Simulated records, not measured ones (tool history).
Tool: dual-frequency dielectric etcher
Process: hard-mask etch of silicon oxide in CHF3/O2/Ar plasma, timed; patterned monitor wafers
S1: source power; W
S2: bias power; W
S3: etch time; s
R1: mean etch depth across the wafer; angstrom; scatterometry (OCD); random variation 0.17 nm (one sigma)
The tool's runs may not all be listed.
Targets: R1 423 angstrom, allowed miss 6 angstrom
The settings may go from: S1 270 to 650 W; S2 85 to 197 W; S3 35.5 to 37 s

| run | day | S1 | S2 | S3 | R1 |
|---|---|---|---|---|---|
| 1 | 0 | 460 | 141 | 35.5 | 521.96 |
| 2 | 0.338 | 430 | 137 | 35.5 | 499.92 |
| 3 | 0.592 | 490 | 137 | 35.5 | 531.12 |
| 4 | 0.904 | 460 | 135 | 35.5 | 511.04 |
| 5 | 1.042 | 460 | 135 | 37 | 535.52 |
| 6 | 1.279 | 430 | 132 | 37 | 510.51 |
| 7 | 1.483 | 410 | 131 | 37 | 503.06 |
| 8 | 1.796 | 410 | 131 | 37 | 504.41 |
|  | 1.871 | wet clean of the chamber |
| 9 | 1.871 | 390 | 129 | 37 | 512.37 |
| 10 | 1.9 | 290 | 101 | 35.5 | 394.87 |
| 11 | 1.967 | 300 | 101 | 35.5 | 403.14 |
| 12 | 2.208 | 310 | 101 | 35.5 | 411.16 |

5 next moves are on the table. One of them brings every result within its allowed miss. Which?
| A | 2.45 | 340 | 87 | 37 | ? |
| B | 2.45 | 320 | 95 | 35.5 | ? |
| C | 2.45 | 290 | 89 | 36.5 | ? |
| D | 2.45 | 370 | 97 | 35.5 | ? |
| E | 2.45 | 310 | 85 | 37 | ? |

| move | R1 |
|---|---|
| A | 421.48 |
| B | 404.01 |
| C | 388.45 |
| D | 434.89 |
| E | 400.69 |
A: meets every target
B: further off than the last run
C: further off than the last run
D: takes the result that was furthest off past its target
E: further off than the last run
The right move is A.
